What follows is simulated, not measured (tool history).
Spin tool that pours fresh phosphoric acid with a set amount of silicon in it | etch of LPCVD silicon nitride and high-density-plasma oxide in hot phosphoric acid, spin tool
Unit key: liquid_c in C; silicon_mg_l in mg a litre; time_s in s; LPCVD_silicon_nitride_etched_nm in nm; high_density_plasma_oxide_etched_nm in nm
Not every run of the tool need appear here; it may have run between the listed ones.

| run | hour | liquid_c | silicon_mg_l | time_s | LPCVD_silicon_nitride_etched_nm | high_density_plasma_oxide_etched_nm |
|---|---|---|---|---|---|---|
| 1 | 0.0 | 162.0 | 27.0 | 180 | 14.3020 | 0.287700 |
| 2 | 4.2 | 162.0 | 27.0 | 140 | 11.2270 | 0.157100 |
| 3 | 10.5 | 161.5 | 23.5 | 130 | 10.2930 | 0.213640 |
| 4 | 14.6 | 161.5 | 13.5 | 130 | 10.1480 | 0.324230 |
| 5 | 15.9 | 161.5 | 4.5 | 130 | 10.2890 | 0.298130 |
| 6 | 24.4 | 161.5 | 11.0 | 130 | 10.1780 | 0.207670 |
| 7 | 25.6 | 161.0 | 11.0 | 125 | 9.7394 | 0.215740 |
| 8 | 34.2 | 160.5 | 9.5 | 120 | 9.0032 | 0.217560 |
| 9 | 42.2 | 160.0 | 9.5 | 120 | 9.0377 | 0.234280 |
| 10 | 51.1 | 159.5 | 11.0 | 115 | 8.5103 | 0.175400 |
| 11 | 56.8 | 159.5 | 11.0 | 115 | 8.4017 | 0.194990 |
| 12 | 64.8 | 159.0 | 11.5 | 115 | 8.3824 | 0.270200 |
| 13 | 66.4 | 159.0 | 28.5 | 80 | 5.8147 | 0.096005 |
| 14 | 70.2 | 159.5 | 26.5 | 80 | 5.9080 | 0.112070 |
| 15 | 75.5 | 160.0 | 25.5 | 80 | 5.9994 | 0.080580 |
| 16 | 78.2 | 161.0 | 8.5 | 115 | 8.9603 | 0.293440 |
| 17 | 84.6 | 160.5 | 9.5 | 115 | 8.8492 | 0.202910 |
| 18 | 88.0 | 160.0 | 11.5 | 115 | 8.6775 | 0.229250 |

What will run 19 give?
| 19 | 93.3 | 159.5 | 14.0 | 115 | ? | ? |

{"run 19": {"LPCVD_silicon_nitride_etched_nm": 8.4017, "high_density_plasma_oxide_etched_nm": 0.14665}}
